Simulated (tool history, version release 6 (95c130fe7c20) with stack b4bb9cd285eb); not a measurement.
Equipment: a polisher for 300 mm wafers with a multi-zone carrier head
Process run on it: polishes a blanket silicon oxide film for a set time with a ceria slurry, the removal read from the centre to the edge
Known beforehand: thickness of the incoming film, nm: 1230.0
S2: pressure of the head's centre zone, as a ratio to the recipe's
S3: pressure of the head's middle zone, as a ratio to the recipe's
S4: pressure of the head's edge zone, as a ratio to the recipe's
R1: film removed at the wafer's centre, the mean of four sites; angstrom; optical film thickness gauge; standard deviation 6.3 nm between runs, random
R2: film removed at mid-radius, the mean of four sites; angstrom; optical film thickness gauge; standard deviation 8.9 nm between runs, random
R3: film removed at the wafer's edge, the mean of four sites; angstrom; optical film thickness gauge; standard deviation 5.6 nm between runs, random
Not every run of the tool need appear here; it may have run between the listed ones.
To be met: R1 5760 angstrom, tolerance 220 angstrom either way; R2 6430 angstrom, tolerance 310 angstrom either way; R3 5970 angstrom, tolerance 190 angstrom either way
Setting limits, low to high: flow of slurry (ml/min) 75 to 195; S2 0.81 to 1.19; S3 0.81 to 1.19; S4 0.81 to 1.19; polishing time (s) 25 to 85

{"run": 1, "hour": 0.0, "flow of slurry (ml/min)": 125, "S2": 1, "S3": 1, "S4": 1, "polishing time (s)": 55, "R1": 4267.5, "R2": 4122.4, "R3": 4151.6}
{"run": 2, "hour": 8.0, "flow of slurry (ml/min)": 125, "S2": 1, "S3": 1, "S4": 1, "polishing time (s)": 44, "R1": 3403.9, "R2": 3241.2, "R3": 3342.1}
{"run": 3, "hour": 14.6, "flow of slurry (ml/min)": 130, "S2": 1, "S3": 1.02, "S4": 1.02, "polishing time (s)": 48, "R1": 3789.3, "R2": 3660.2, "R3": 3644.9}
{"run": 4, "hour": 15.5, "flow of slurry (ml/min)": 130, "S2": 0.99, "S3": 1.03, "S4": 1.03, "polishing time (s)": 52, "R1": 4010.4, "R2": 3935.9, "R3": 3985.3}
{"run": 5, "hour": 23.4, "flow of slurry (ml/min)": 135, "S2": 0.98, "S3": 1.05, "S4": 1.04, "polishing time (s)": 55, "R1": 4267.5, "R2": 4282, "R3": 4229.9}
{"run": 6, "hour": 28.4, "flow of slurry (ml/min)": 135, "S2": 1.05, "S3": 1.05, "S4": 1.04, "polishing time (s)": 55, "R1": 4533.4, "R2": 4386.9, "R3": 4336.5}
{"run": 7, "hour": 35.9, "flow of slurry (ml/min)": 135, "S2": 1.04, "S3": 1.07, "S4": 1.06, "polishing time (s)": 57, "R1": 4658.4, "R2": 4549.8, "R3": 4460.5}
{"run": 8, "hour": 41.1, "flow of slurry (ml/min)": 140, "S2": 1.03, "S3": 1.08, "S4": 1.07, "polishing time (s)": 59, "R1": 4817.8, "R2": 4729.3, "R3": 4672.5}

Pick the move, out of 5, that brings all results within their allowed miss; only one does.
{"run": "A", "hour": 46.3, "flow of slurry (ml/min)": 160, "S2": 1.19, "S3": 1, "S4": 1.01, "polishing time (s)": 44, "R1": "?", "R2": "?", "R3": "?"}
{"run": "B", "hour": 46.3, "flow of slurry (ml/min)": 130, "S2": 0.96, "S3": 1.15, "S4": 1.08, "polishing time (s)": 76, "R1": "?", "R2": "?", "R3": "?"}
{"run": "C", "hour": 46.3, "flow of slurry (ml/min)": 145, "S2": 1.02, "S3": 1.09, "S4": 1.08, "polishing time (s)": 70, "R1": "?", "R2": "?", "R3": "?"}
{"run": "D", "hour": 46.3, "flow of slurry (ml/min)": 135, "S2": 0.89, "S3": 1.19, "S4": 0.92, "polishing time (s)": 81, "R1": "?", "R2": "?", "R3": "?"}
{"run": "E", "hour": 46.3, "flow of slurry (ml/min)": 110, "S2": 0.87, "S3": 1.16, "S4": 1.07, "polishing time (s)": 79, "R1": "?", "R2": "?", "R3": "?"}

move=A R1=4315.7 R2=3423.6 R3=3510
move=B R1=5757.4 R2=6394.9 R3=6035.8
move=C R1=5777.1 R2=5755.6 R3=5656.7
move=D R1=5751.9 R2=7082.5 R3=6062.1
move=E R1=5184.7 R2=6432.1 R3=6072.8
A: further off than the last run
B: in spec on every target
C: better than the last run, though not everything is in spec
D: corrects the largest miss of the last run, while another result sits out of spec
E: corrects the largest miss of the last run, while another result sits out of spec
Move B is the one to make.
